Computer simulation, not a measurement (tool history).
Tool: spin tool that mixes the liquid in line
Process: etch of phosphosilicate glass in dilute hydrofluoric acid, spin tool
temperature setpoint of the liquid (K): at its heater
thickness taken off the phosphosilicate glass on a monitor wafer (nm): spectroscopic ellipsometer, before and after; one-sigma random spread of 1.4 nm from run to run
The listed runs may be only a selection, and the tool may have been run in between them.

run,day,temperature setpoint of the liquid (K),parts of water to one part of 49 % hydrofluoric acid (parts by volume),time under the liquid (s),thickness taken off the phosphosilicate glass on a monitor wafer (nm)
1,0,295.15,90,55,101.83
2,0.175,296.65,85,55,114.92
3,0.446,296.65,100,55,95.762
4,0.804,297.65,95,55,106.51
5,1.083,298.65,90,55,117.43
6,1.458,299.65,85,55,130.14
7,1.575,300.15,80,55,141.1

Predict the results of run 8:
8,1.6,300.15,80,55,?

thickness taken off the phosphosilicate glass on a monitor wafer (nm): 143.05
